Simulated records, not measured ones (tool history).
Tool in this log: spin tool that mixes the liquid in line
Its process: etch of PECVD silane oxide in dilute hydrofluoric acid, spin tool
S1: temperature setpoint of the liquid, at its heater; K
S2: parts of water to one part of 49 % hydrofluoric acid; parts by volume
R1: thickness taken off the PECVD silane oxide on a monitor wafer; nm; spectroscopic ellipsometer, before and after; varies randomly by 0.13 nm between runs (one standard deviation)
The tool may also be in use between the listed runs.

{"run": 1, "hour": 0.0, "S1": 295.15, "S2": 190, "time under the liquid (s)": 50, "R1": 6.4732}
{"run": 2, "hour": 2.1, "S1": 295.15, "S2": 135, "time under the liquid (s)": 50, "R1": 9.4789}
{"run": 3, "hour": 5.3, "S1": 293.15, "S2": 135, "time under the liquid (s)": 50, "R1": 8.7818}
{"run": 4, "hour": 7.7, "S1": 295.65, "S2": 120, "time under the liquid (s)": 50, "R1": 11.263}
{"run": 5, "hour": 16.5, "S1": 297.65, "S2": 115, "time under the liquid (s)": 50, "R1": 12.632}
{"run": 6, "hour": 17.6, "S1": 299.15, "S2": 110, "time under the liquid (s)": 50, "R1": 14.146}
{"run": 7, "hour": 18.3, "S1": 300.15, "S2": 105, "time under the liquid (s)": 50, "R1": 15.412}
{"run": 8, "hour": 21.0, "S1": 300.15, "S2": 105, "time under the liquid (s)": 50, "R1": 15.514}
{"run": 9, "hour": 25.2, "S1": 300.65, "S2": 100, "time under the liquid (s)": 50, "R1": 16.637}
{"run": 10, "hour": 29.3, "S1": 301.15, "S2": 100, "time under the liquid (s)": 50, "R1": 17.108}
{"run": 11, "hour": 34.5, "S1": 301.65, "S2": 100, "time under the liquid (s)": 50, "R1": 17.24}

Run 12, settings as shown, results not yet in. Your forecast:
{"run": 12, "hour": 42.3, "S1": 302.15, "S2": 95, "time under the liquid (s)": 50, "R1": "?"}

R1: 18.625 nm
